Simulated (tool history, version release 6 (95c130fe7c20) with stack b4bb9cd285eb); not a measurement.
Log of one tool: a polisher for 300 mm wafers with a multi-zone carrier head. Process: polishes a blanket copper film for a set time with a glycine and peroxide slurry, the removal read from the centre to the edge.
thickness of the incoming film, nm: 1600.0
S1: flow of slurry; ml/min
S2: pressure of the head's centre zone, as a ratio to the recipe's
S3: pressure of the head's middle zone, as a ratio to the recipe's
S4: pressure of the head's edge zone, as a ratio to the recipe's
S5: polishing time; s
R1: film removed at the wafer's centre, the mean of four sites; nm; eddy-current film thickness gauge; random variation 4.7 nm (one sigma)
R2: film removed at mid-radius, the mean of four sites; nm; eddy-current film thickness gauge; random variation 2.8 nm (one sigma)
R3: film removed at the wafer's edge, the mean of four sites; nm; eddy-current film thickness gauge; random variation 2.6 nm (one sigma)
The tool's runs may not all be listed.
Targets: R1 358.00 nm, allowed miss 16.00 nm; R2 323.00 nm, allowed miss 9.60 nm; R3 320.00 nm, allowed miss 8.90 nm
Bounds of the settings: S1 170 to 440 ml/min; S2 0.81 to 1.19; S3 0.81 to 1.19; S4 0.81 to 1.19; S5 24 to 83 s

run  hour   S1    S2    S3    S4  S5      R1      R2      R3
  1   0.0  280  1.00  1.00  1.00  53  370.61  369.51  369.11
  2   1.6  280  1.08  1.00  1.00  53  404.03  369.27  370.63
  3   6.1  280  1.08  1.00  1.04  53  401.03  373.34  372.04
  4  10.7  280  1.08  1.00  1.09  53  406.52  379.06  385.13
  5  19.7  275  1.07  0.99  1.03  52  404.32  362.60  362.86
  6  21.3  265  1.04  0.98  0.99  51  374.90  352.36  352.04
  7  25.3  260  1.04  0.97  0.96  50  375.33  337.05  334.89
  8  30.5  255  1.03  0.96  0.95  50  363.17  332.50  333.26
  9  32.6  245  1.03  0.96  0.94  50  367.82  334.64  336.11
 10  40.2  245  1.03  0.96  0.92  50  360.50  333.08  325.99

Which of these 5 next moves meets every target?
  A  47.8  255  0.98  0.88  0.92  52   ?   ?   ?
  B  47.8  285  0.98  0.89  0.92  50   ?   ?   ?
  C  47.8  205  1.02  0.92  0.85  51   ?   ?   ?
  D  47.8  275  1.11  1.01  0.87  49   ?   ?   ?
  E  47.8  235  1.08  0.93  0.89  54   ?   ?   ?

move      R1      R2      R3
   A  355.28  322.10  348.14
   B  346.71  316.82  338.10
   C  349.35  317.43  321.43
   D  380.90  343.55  321.46
   E  399.72  346.22  352.91
A: brings the result that was furthest off to its target, and leaves another outside
B: brings the result that was furthest off to its target, and leaves another outside
C: meets every target
D: further off than the last run
E: further off than the last run
Answer: C

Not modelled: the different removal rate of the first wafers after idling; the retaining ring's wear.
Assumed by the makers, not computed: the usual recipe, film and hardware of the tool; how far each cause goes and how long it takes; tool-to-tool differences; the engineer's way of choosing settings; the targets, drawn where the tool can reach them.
